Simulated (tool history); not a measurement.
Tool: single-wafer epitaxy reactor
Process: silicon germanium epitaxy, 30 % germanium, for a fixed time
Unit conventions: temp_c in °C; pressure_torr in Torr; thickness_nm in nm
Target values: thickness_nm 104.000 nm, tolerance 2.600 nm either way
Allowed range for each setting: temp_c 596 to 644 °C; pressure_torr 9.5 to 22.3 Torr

Run 1, hour 0.0: temp_c 620 °C, pressure_torr 15.9 Torr. Result: thickness_nm 79.353 nm.
Run 2, hour 5.8: temp_c 623 °C, pressure_torr 16.0 Torr. Result: thickness_nm 84.926 nm.
Run 3, hour 14.8: temp_c 623 °C, pressure_torr 14.7 Torr. Result: thickness_nm 81.042 nm.
Run 4, hour 19.9: temp_c 625 °C, pressure_torr 14.8 Torr. Result: thickness_nm 84.680 nm.
Run 5, hour 20.5: temp_c 633 °C, pressure_torr 14.8 Torr. Result: thickness_nm 98.402 nm.
Run 6, hour 28.0: temp_c 622 °C, pressure_torr 14.8 Torr. Result: thickness_nm 79.665 nm.
Run 7, hour 35.5: temp_c 622 °C, pressure_torr 14.8 Torr. Result: thickness_nm 79.401 nm.
Run 8, hour 40.8: temp_c 624 °C, pressure_torr 14.8 Torr. Result: thickness_nm 82.678 nm.
Run 9, hour 47.4: temp_c 626 °C, pressure_torr 14.8 Torr. Result: thickness_nm 86.255 nm.
Run 10, hour 49.1: temp_c 628 °C, pressure_torr 14.8 Torr. Result: thickness_nm 89.393 nm.
Run 11, hour 53.0: temp_c 629 °C, pressure_torr 14.8 Torr. Result: thickness_nm 91.623 nm.
Run 12, hour 58.0: temp_c 637 °C, pressure_torr 15.0 Torr. Result: thickness_nm 107.620 nm.

Pick the move, out of 4, that brings all results within their allowed miss; only one does.
Run A, hour 63.0: temp_c 631 °C, pressure_torr 14.9 Torr. Result: thickness_nm ?.
Run B, hour 63.0: temp_c 638 °C, pressure_torr 15.5 Torr. Result: thickness_nm ?.
Run C, hour 63.0: temp_c 637 °C, pressure_torr 12.8 Torr. Result: thickness_nm ?.
Run D, hour 63.0: temp_c 637 °C, pressure_torr 14.1 Torr. Result: thickness_nm ?.

move  thickness_nm
   A        95.673
   B       111.890
   C        98.153
   D       104.000
A: takes the result that was furthest off past its target
B: the biggest miss grows against the last run
C: takes the result that was furthest off past its target
D: in spec on every target
Answer: D

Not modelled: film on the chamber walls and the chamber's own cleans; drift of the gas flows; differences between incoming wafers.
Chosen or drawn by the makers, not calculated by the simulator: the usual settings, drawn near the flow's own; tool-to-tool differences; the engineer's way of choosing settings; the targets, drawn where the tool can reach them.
